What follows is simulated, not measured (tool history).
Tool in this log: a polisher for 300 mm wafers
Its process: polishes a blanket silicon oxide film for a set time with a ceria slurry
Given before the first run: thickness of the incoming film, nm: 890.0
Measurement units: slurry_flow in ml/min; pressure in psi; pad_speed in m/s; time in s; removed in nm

run	hour	slurry_flow	pressure	pad_speed	time	removed
1	0.0	215	3.6	1.30	69	468.67
2	6.8	250	3.6	1.30	69	466.23
3	7.7	250	3.1	1.28	69	409.03
4	16.4	250	2.7	1.26	69	351.72
5	21.4	250	2.4	1.26	69	312.97
6	22.3	250	2.3	1.26	69	297.66

Run 7 comes next. What will it give?
7	27.1	245	2.2	1.26	69	?

removed: 285.96 nm
